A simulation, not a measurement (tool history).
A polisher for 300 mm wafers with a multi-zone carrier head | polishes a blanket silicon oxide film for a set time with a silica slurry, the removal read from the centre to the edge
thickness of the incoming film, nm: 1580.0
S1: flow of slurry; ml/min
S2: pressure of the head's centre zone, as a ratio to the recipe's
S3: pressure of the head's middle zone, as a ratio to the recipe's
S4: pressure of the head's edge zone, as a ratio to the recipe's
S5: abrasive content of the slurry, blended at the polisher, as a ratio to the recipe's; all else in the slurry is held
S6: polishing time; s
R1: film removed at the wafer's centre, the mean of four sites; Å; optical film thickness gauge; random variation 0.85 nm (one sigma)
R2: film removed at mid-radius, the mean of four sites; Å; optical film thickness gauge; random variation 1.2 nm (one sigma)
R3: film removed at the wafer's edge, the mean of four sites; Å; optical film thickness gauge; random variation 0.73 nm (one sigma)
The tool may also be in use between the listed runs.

run 1 hour=0 | S1=300 S2=1 S3=1 S4=1 S5=1 S6=76 | R1=1784.6 R2=1789.4 R3=1865.2
run 2 hour=8.1 | S1=295 S2=0.96 S3=0.98 S4=0.97 S5=0.85 S6=70 | R1=1462.4 R2=1498.2 R3=1558.6
run 3 hour=16.1 | S1=295 S2=0.9 S3=0.98 S4=0.97 S5=0.85 S6=70 | R1=1375.1 R2=1493.8 R3=1526.4
run 4 hour=24 | S1=365 S2=0.9 S3=0.98 S4=0.97 S5=0.85 S6=70 | R1=1360.8 R2=1518.4 R3=1557.1
run 5 hour=25.9 | S1=410 S2=0.9 S3=0.98 S4=0.97 S5=0.85 S6=70 | R1=1398.3 R2=1521.5 R3=1570.6
run 6 hour=27.1 | S1=405 S2=0.88 S3=0.96 S4=0.94 S5=0.75 S6=67 | R1=1235.4 R2=1347 R3=1391.2
run 7 hour=31.9 | S1=405 S2=0.86 S3=0.95 S4=0.93 S5=0.7 S6=65 | R1=1128.3 R2=1262.4 R3=1301
run 8 hour=37 | S1=400 S2=0.85 S3=0.93 S4=0.9 S5=0.65 S6=64 | R1=1054.8 R2=1138 R3=1209.8

The next listed run, before its measurement:
run 9 hour=41.6 | S1=395 S2=0.84 S3=0.93 S4=0.88 S5=0.6 S6=64 | R1=? R2=? R3=?

R1: 972.86 Å
R2: 1108.1 Å
R3: 1126.4 Å

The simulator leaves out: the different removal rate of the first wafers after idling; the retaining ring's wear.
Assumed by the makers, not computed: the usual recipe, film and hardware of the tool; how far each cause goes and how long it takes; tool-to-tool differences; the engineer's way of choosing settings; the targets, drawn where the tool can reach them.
